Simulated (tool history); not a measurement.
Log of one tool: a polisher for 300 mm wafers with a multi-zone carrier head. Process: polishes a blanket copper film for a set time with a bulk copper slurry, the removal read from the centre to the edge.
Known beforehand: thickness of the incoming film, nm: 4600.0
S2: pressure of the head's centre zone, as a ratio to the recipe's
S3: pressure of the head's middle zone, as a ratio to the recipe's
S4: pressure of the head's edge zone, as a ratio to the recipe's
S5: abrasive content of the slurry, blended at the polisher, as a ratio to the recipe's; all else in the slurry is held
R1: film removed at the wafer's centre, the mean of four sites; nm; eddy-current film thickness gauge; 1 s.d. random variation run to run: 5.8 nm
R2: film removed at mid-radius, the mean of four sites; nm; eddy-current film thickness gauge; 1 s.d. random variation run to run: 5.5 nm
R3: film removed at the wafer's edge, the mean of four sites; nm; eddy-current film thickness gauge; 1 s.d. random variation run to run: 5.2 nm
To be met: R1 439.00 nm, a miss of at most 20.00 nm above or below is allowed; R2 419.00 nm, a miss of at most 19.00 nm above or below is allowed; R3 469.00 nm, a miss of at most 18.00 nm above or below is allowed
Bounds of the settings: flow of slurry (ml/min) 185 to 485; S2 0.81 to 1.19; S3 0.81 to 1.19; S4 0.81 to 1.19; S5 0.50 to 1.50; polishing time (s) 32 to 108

{"run": 1, "hour": 0.0, "flow of slurry (ml/min)": 310, "S2": 1.0, "S3": 1.0, "S4": 1.0, "S5": 1.0, "polishing time (s)": 70, "R1": 681.66, "R2": 696.36, "R3": 678.86}
{"run": 2, "hour": 8.9, "flow of slurry (ml/min)": 305, "S2": 0.99, "S3": 0.97, "S4": 1.0, "S5": 0.9, "polishing time (s)": 66, "R1": 609.81, "R2": 619.75, "R3": 624.76}
{"run": 3, "hour": 15.6, "flow of slurry (ml/min)": 365, "S2": 0.99, "S3": 0.97, "S4": 1.0, "S5": 0.9, "polishing time (s)": 66, "R1": 617.13, "R2": 645.91, "R3": 634.25}
{"run": 4, "hour": 22.6, "flow of slurry (ml/min)": 350, "S2": 0.98, "S3": 0.94, "S4": 0.98, "S5": 0.8, "polishing time (s)": 64, "R1": 576.6, "R2": 576.56, "R3": 587.62}
{"run": 5, "hour": 28.9, "flow of slurry (ml/min)": 350, "S2": 0.98, "S3": 1.01, "S4": 0.98, "S5": 0.8, "polishing time (s)": 64, "R1": 592.92, "R2": 614.41, "R3": 586.75}
{"run": 6, "hour": 35.7, "flow of slurry (ml/min)": 340, "S2": 0.96, "S3": 0.97, "S4": 0.96, "S5": 0.75, "polishing time (s)": 63, "R1": 539.28, "R2": 573.37, "R3": 555.56}
{"run": 7, "hour": 39.6, "flow of slurry (ml/min)": 325, "S2": 0.96, "S3": 0.94, "S4": 0.95, "S5": 0.7, "polishing time (s)": 62, "R1": 534.14, "R2": 553.42, "R3": 541.16}
{"run": 8, "hour": 47.4, "flow of slurry (ml/min)": 325, "S2": 0.96, "S3": 0.91, "S4": 0.96, "S5": 0.65, "polishing time (s)": 60, "R1": 506.27, "R2": 515.92, "R3": 524.67}
{"run": 9, "hour": 54.4, "flow of slurry (ml/min)": 310, "S2": 0.96, "S3": 0.81, "S4": 0.95, "S5": 0.5, "polishing time (s)": 54, "R1": 431.12, "R2": 393.99, "R3": 426.07}

Exactly one of the 4 candidate moves below puts every result within its allowed miss. Which one?
{"run": "A", "hour": 61.4, "flow of slurry (ml/min)": 300, "S2": 0.81, "S3": 0.92, "S4": 0.97, "S5": 0.55, "polishing time (s)": 56, "R1": "?", "R2": "?", "R3": "?"}
{"run": "B", "hour": 61.4, "flow of slurry (ml/min)": 325, "S2": 0.89, "S3": 0.94, "S4": 0.92, "S5": 0.55, "polishing time (s)": 57, "R1": "?", "R2": "?", "R3": "?"}
{"run": "C", "hour": 61.4, "flow of slurry (ml/min)": 285, "S2": 0.82, "S3": 0.97, "S4": 0.94, "S5": 0.55, "polishing time (s)": 57, "R1": "?", "R2": "?", "R3": "?"}
{"run": "D", "hour": 61.4, "flow of slurry (ml/min)": 375, "S2": 0.9, "S3": 0.81, "S4": 0.96, "S5": 0.5, "polishing time (s)": 57, "R1": "?", "R2": "?", "R3": "?"}

move=A R1=384.80 R2=452.81 R3=470.00
move=B R1=427.85 R2=471.42 R3=468.85
move=C R1=394.02 R2=477.86 R3=469.50
move=D R1=427.98 R2=417.47 R3=473.26
A: the worst result of the last run now meets its target, but another is out of spec
B: the worst result of the last run now meets its target, but another is out of spec
C: the worst result of the last run now meets its target, but another is out of spec
D: each result inside its tolerance
D meets every target.
